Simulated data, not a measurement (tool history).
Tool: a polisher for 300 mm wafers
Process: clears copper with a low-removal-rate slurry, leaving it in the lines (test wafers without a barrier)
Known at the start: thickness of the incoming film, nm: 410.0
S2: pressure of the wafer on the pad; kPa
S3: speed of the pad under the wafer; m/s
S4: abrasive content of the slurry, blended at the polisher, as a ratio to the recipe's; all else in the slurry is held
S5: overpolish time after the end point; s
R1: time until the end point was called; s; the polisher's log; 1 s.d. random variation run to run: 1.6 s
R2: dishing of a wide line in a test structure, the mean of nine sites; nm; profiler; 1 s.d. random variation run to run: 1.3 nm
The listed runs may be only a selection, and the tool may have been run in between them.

Run 1, day 0.000: flow of slurry (ml/min) 260, S2 22.1 kPa, S3 1.06 m/s, S4 1.00, S5 30 s. Result: R1 124.12 s, R2 45.383 nm.
Run 2, day 0.212: flow of slurry (ml/min) 260, S2 23.4 kPa, S3 1.06 m/s, S4 1.00, S5 29 s. Result: R1 112.91 s, R2 46.533 nm.
Run 3, day 0.525: flow of slurry (ml/min) 260, S2 23.4 kPa, S3 1.06 m/s, S4 0.85, S5 29 s. Result: R1 121.93 s, R2 46.826 nm.
Run 4, day 0.642: flow of slurry (ml/min) 260, S2 23.4 kPa, S3 1.06 m/s, S4 0.65, S5 29 s. Result: R1 139.03 s, R2 43.970 nm.
Run 5, day 0.858: flow of slurry (ml/min) 260, S2 24.8 kPa, S3 1.08 m/s, S4 0.65, S5 28 s. Result: R1 124.72 s, R2 45.745 nm.
Run 6, day 0.954: flow of slurry (ml/min) 260, S2 26.2 kPa, S3 1.08 m/s, S4 0.65, S5 28 s. Result: R1 117.48 s, R2 45.938 nm.
Run 7, day 1.138: flow of slurry (ml/min) 260, S2 26.2 kPa, S3 1.08 m/s, S4 0.65, S5 28 s. Result: R1 120.95 s, R2 46.527 nm.
Run 8, day 1.321: flow of slurry (ml/min) 260, S2 27.6 kPa, S3 1.10 m/s, S4 0.65, S5 28 s. Result: R1 111.14 s, R2 48.900 nm.

Estimate the outcome of run 9 from the log above:
At day 1.467: slurry nozzle cleaned.
Run 9, day 1.467: flow of slurry (ml/min) 260, S2 28.3 kPa, S3 1.10 m/s, S4 0.65, S5 28 s. Result: R1 ?, R2 ?.

Run 9 measured R1 105.48 s, R2 50.726 nm.
